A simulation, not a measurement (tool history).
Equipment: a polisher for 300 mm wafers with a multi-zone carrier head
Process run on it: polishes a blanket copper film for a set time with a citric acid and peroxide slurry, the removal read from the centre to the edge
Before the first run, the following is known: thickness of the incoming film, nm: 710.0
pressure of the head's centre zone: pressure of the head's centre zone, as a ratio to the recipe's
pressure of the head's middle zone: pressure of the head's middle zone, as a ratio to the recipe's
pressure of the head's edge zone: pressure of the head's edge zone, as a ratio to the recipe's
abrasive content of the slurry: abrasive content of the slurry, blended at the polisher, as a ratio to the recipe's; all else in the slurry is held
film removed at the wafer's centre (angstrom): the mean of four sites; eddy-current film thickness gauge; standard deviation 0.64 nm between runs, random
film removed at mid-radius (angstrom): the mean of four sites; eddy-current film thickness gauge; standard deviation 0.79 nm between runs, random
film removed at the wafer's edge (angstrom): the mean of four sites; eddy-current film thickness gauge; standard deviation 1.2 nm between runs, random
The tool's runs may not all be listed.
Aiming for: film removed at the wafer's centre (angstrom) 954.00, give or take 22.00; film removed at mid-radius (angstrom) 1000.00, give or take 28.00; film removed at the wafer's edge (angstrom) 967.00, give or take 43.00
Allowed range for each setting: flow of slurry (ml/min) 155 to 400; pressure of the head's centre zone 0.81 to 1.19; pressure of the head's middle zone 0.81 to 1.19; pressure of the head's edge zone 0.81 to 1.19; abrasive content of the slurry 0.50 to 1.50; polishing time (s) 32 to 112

run	hour	flow of slurry (ml/min)	pressure of the head's centre zone	pressure of the head's middle zone	pressure of the head's edge zone	abrasive content of the slurry	polishing time (s)	film removed at the wafer's centre (angstrom)	film removed at mid-radius (angstrom)	film removed at the wafer's edge (angstrom)
1	0.0	255	1.00	1.00	1.00	1.00	72	1515.40	1472.30	1504.10
2	5.3	255	0.98	0.99	0.96	0.90	68	1373.70	1369.70	1325.50
3	10.1	255	0.98	0.99	0.96	0.70	68	1316.90	1327.50	1302.50
4	17.9	250	0.95	0.96	0.93	0.65	66	1216.60	1220.90	1186.60
5	24.1	240	0.92	0.94	0.91	0.60	66	1149.00	1173.70	1146.10
6	30.6	285	0.92	0.94	0.91	0.60	66	1171.30	1193.70	1212.00
7	38.5	215	0.82	0.84	0.81	0.50	62	936.37	984.41	1013.50
8	42.7	215	0.83	0.85	0.81	0.50	61	915.62	981.52	1016.70
9	48.0	220	0.85	0.87	0.81	0.50	60	928.04	988.34	998.40

Below are 4 possible settings for the next run. Only one of them brings all results inside the allowed miss of their targets. Which is it?
A	53.3	210	0.89	0.92	0.81	0.75	55	?	?	?
B	53.3	200	0.81	0.81	0.87	0.50	62	?	?	?
C	53.3	245	0.83	0.87	1.04	0.55	57	?	?	?
D	53.3	235	0.88	0.85	0.82	0.60	57	?	?	?

move	film removed at the wafer's centre (angstrom)	film removed at mid-radius (angstrom)	film removed at the wafer's edge (angstrom)
A	958.51	1004.10	974.25
B	907.49	958.34	1051.00
C	889.15	959.48	1083.90
D	953.68	955.18	982.98
A: every result lands within tolerance
B: its largest miss is bigger than the last run's
C: its largest miss is bigger than the last run's
D: brings the last run's worst result on target, with another outside its allowed miss
The right move is A.
